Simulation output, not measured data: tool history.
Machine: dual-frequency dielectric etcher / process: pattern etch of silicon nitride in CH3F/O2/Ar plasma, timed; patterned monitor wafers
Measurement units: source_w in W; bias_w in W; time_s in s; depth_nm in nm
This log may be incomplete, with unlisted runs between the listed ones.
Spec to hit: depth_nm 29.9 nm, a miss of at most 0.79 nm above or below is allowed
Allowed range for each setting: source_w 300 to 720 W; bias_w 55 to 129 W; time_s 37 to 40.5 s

run 1 day=0 | source_w=510 bias_w=92 time_s=40.5 | depth_nm=33.462
run 2 day=0.35 | source_w=510 bias_w=92 time_s=40.5 | depth_nm=33.437
run 3 day=0.475 | source_w=490 bias_w=91 time_s=40.5 | depth_nm=32.975
run 4 day=0.842 | source_w=560 bias_w=91 time_s=40.5 | depth_nm=34.418
run 5 day=0.912 | source_w=530 bias_w=89 time_s=40.5 | depth_nm=33.472
run 6 day=1.167 | source_w=530 bias_w=78 time_s=40.5 | depth_nm=32.101
run 7 day=1.525 | source_w=520 bias_w=77 time_s=40.5 | depth_nm=31.658
run 8 day=1.8 | source_w=510 bias_w=76 time_s=40.5 | depth_nm=31.33
run 9 day=1.979 | source_w=500 bias_w=75 time_s=40.5 | depth_nm=30.963
run 10 day=2.096 | source_w=490 bias_w=75 time_s=40.5 | depth_nm=30.828

Which single option among these 4 for the next run brings every result within its allowed miss of target? Just one does.
run A day=2.212 | source_w=540 bias_w=84 time_s=39.5 | depth_nm=?
run B day=2.212 | source_w=480 bias_w=81 time_s=39 | depth_nm=?
run C day=2.212 | source_w=510 bias_w=69 time_s=38 | depth_nm=?
run D day=2.212 | source_w=470 bias_w=79 time_s=37 | depth_nm=?

move=A depth_nm=32.351
move=B depth_nm=30.296
move=C depth_nm=28.592
move=D depth_nm=28.297
A: moves away from the targets compared with the last run
B: every result lands within tolerance
C: pushes the last run's worst result past its target
D: pushes the last run's worst result past its target
The right move is B.
